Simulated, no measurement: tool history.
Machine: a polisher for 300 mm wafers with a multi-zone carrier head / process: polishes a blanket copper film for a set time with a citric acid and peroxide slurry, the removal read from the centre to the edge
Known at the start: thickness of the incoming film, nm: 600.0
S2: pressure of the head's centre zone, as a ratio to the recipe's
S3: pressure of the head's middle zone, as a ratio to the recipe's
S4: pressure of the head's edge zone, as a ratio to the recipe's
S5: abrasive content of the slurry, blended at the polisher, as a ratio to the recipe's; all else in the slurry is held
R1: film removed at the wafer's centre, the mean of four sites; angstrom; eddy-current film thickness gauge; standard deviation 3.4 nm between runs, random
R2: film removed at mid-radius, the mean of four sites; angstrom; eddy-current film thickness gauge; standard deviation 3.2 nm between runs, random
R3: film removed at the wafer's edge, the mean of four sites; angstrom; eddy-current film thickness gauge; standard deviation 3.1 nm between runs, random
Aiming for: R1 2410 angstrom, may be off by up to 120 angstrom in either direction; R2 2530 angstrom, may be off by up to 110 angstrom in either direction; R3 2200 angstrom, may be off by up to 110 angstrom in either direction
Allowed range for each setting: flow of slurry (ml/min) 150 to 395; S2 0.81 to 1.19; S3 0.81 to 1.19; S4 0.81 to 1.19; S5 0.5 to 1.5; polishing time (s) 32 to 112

Run 1, hour 0: flow of slurry (ml/min) 250, S2 1, S3 1, S4 1, S5 1, polishing time (s) 72. Result: R1 1935.6 angstrom, R2 2065.1 angstrom, R3 1954.8 angstrom.
Run 2, hour 8.5: flow of slurry (ml/min) 250, S2 1.01, S3 1.01, S4 1, S5 1.05, polishing time (s) 72. Result: R1 2006.2 angstrom, R2 2051.1 angstrom, R3 1937.9 angstrom.
Run 3, hour 14.6: flow of slurry (ml/min) 250, S2 1.01, S3 1.02, S4 1, S5 1.05, polishing time (s) 73. Result: R1 2028.1 angstrom, R2 2100.1 angstrom, R3 1983.5 angstrom.
Run 4, hour 19.7: flow of slurry (ml/min) 250, S2 1.01, S3 1.02, S4 1, S5 1.05, polishing time (s) 81. Result: R1 2256 angstrom, R2 2247.5 angstrom, R3 2185.6 angstrom.
Run 5, hour 27.9: flow of slurry (ml/min) 250, S2 1.01, S3 1.02, S4 1, S5 1.05, polishing time (s) 66. Result: R1 1836.2 angstrom, R2 1870.2 angstrom, R3 1771.4 angstrom.
Run 6, hour 31: flow of slurry (ml/min) 310, S2 1.01, S3 1.02, S4 1, S5 1.05, polishing time (s) 66. Result: R1 1872.7 angstrom, R2 1941.1 angstrom, R3 1775.6 angstrom.
Run 7, hour 35.2: flow of slurry (ml/min) 310, S2 1.01, S3 1.03, S4 1, S5 1.05, polishing time (s) 68. Result: R1 1942 angstrom, R2 1983.8 angstrom, R3 1831.3 angstrom.
Run 8, hour 41.1: flow of slurry (ml/min) 310, S2 1.01, S3 1.04, S4 0.99, S5 1.05, polishing time (s) 70. Result: R1 2002.7 angstrom, R2 2067.5 angstrom, R3 1982.1 angstrom.
Run 9, hour 42.9: flow of slurry (ml/min) 380, S2 1.11, S3 1.14, S4 0.97, S5 1.2, polishing time (s) 69. Result: R1 2210.8 angstrom, R2 2295.3 angstrom, R3 1932.4 angstrom.
Run 10, hour 44.5: flow of slurry (ml/min) 380, S2 1.11, S3 1.14, S4 0.98, S5 1.25, polishing time (s) 69. Result: R1 2250.2 angstrom, R2 2305.1 angstrom, R3 1980.8 angstrom.
Run 11, hour 45: flow of slurry (ml/min) 380, S2 1.1, S3 1.15, S4 0.99, S5 1.35, polishing time (s) 71. Result: R1 2357.9 angstrom, R2 2368.4 angstrom, R3 2044.2 angstrom.
Run 12, hour 53.8: flow of slurry (ml/min) 375, S2 1.05, S3 1.17, S4 1.03, S5 1.35, polishing time (s) 77. Result: R1 2452.2 angstrom, R2 2692.9 angstrom, R3 2244.5 angstrom.

5 candidate next runs follow, results not yet known. Just one meets every target within its allowed miss. Identify it.
Run A, hour 62.6: flow of slurry (ml/min) 360, S2 1.01, S3 0.96, S4 1.13, S5 1.4, polishing time (s) 84. Result: R1 ?, R2 ?, R3 ?.
Run B, hour 62.6: flow of slurry (ml/min) 350, S2 1.12, S3 1.17, S4 1.1, S5 0.95, polishing time (s) 77. Result: R1 ?, R2 ?, R3 ?.
Run C, hour 62.6: flow of slurry (ml/min) 395, S2 1.07, S3 1.19, S4 0.93, S5 1.1, polishing time (s) 84. Result: R1 ?, R2 ?, R3 ?.
Run D, hour 62.6: flow of slurry (ml/min) 385, S2 0.98, S3 1.16, S4 1.03, S5 1.25, polishing time (s) 83. Result: R1 ?, R2 ?, R3 ?.
Run E, hour 62.6: flow of slurry (ml/min) 385, S2 1.03, S3 1.05, S4 1.06, S5 1.45, polishing time (s) 79. Result: R1 ?, R2 ?, R3 ?.

move      R1      R2      R3
   A    2569    2506  2675.8
   B  2412.8  2540.2    2261
   C  2616.7  2905.3  2342.3
   D  2444.2  2863.5  2479.1
   E  2487.5  2568.8  2458.5
A: puts the biggest miss on target and leaves a different result outside tolerance
B: all results land within tolerance of their targets
C: lands further from the targets than the last run did
D: lands further from the targets than the last run did
E: puts the biggest miss on target and leaves a different result outside tolerance
B meets every target.
